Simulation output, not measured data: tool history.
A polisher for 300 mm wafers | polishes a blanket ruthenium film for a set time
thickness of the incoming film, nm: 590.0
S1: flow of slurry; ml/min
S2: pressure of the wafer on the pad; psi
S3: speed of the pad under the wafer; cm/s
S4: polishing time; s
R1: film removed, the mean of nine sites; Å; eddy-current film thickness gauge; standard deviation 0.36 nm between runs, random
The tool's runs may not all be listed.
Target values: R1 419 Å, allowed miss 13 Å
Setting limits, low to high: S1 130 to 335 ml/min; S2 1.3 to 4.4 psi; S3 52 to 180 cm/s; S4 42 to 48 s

{"run": 1, "hour": 0.0, "S1": 215, "S2": 2.8, "S3": 116, "S4": 48, "R1": 1012.5}
{"run": 2, "hour": 3.8, "S1": 215, "S2": 2.8, "S3": 116, "S4": 42, "R1": 890.54}
{"run": 3, "hour": 8.4, "S1": 215, "S2": 2.8, "S3": 116, "S4": 48, "R1": 992.94}
{"run": 4, "hour": 16.4, "S1": 215, "S2": 2.6, "S3": 110, "S4": 48, "R1": 883.53}
{"run": 5, "hour": 20.5, "S1": 255, "S2": 2.6, "S3": 110, "S4": 48, "R1": 902.62}
{"run": 6, "hour": 21.2, "S1": 255, "S2": 2.4, "S3": 104, "S4": 48, "R1": 803.44}
{"run": 7, "hour": 22.8, "S1": 250, "S2": 2.2, "S3": 100, "S4": 48, "R1": 714.91}
{"run": 8, "hour": 29.1, "S1": 245, "S2": 2.1, "S3": 96, "S4": 48, "R1": 642.88}
{"run": 9, "hour": 32.0, "S1": 235, "S2": 2, "S3": 96, "S4": 48, "R1": 620.84}
{"run": 10, "hour": 36.7, "S1": 230, "S2": 1.9, "S3": 94, "S4": 48, "R1": 576.89}
{"run": 11, "hour": 41.1, "S1": 220, "S2": 1.8, "S3": 94, "S4": 48, "R1": 552.1}
{"run": 12, "hour": 44.4, "S1": 215, "S2": 1.7, "S3": 94, "S4": 48, "R1": 509.18}
{"run": 13, "hour": 50.1, "S1": 205, "S2": 1.7, "S3": 94, "S4": 48, "R1": 513.66}
{"run": 14, "hour": 53.1, "S1": 200, "S2": 1.7, "S3": 94, "S4": 48, "R1": 499.84}
{"run": 15, "hour": 58.8, "S1": 165, "S2": 1.3, "S3": 94, "S4": 48, "R1": 387.17}
{"run": 16, "hour": 67.1, "S1": 170, "S2": 1.3, "S3": 94, "S4": 48, "R1": 394}
{"run": 17, "hour": 68.9, "S1": 175, "S2": 1.3, "S3": 94, "S4": 48, "R1": 390.38}
{"run": 18, "hour": 75.3, "S1": 180, "S2": 1.3, "S3": 94, "S4": 48, "R1": 386.43}
{"run": 19, "hour": 81.4, "S1": 185, "S2": 1.3, "S3": 94, "S4": 48, "R1": 394.73}
{"run": 20, "hour": 90.3, "S1": 190, "S2": 1.3, "S3": 94, "S4": 48, "R1": 391.85}
{"run": 21, "hour": 98.3, "S1": 195, "S2": 1.3, "S3": 94, "S4": 48, "R1": 391.37}

Which one of the following 5 next-run settings gets every result inside its allowed miss? There is exactly one.
{"run": "A", "hour": 106.3, "S1": 205, "S2": 1.6, "S3": 98, "S4": 43, "R1": "?"}
{"run": "B", "hour": 106.3, "S1": 140, "S2": 1.6, "S3": 74, "S4": 47, "R1": "?"}
{"run": "C", "hour": 106.3, "S1": 250, "S2": 1.7, "S3": 70, "S4": 43, "R1": "?"}
{"run": "D", "hour": 106.3, "S1": 180, "S2": 1.3, "S3": 100, "S4": 42, "R1": "?"}
{"run": "E", "hour": 106.3, "S1": 210, "S2": 1.5, "S3": 94, "S4": 44, "R1": "?"}

move=A R1=452.05
move=B R1=364.64
move=C R1=362.65
move=D R1=363.74
move=E R1=420.23
A: pushes the last run's worst result past its target
B: further off than the last run
C: further off than the last run
D: further off than the last run
E: hits every target within its allowed miss
Move E is the one to make.

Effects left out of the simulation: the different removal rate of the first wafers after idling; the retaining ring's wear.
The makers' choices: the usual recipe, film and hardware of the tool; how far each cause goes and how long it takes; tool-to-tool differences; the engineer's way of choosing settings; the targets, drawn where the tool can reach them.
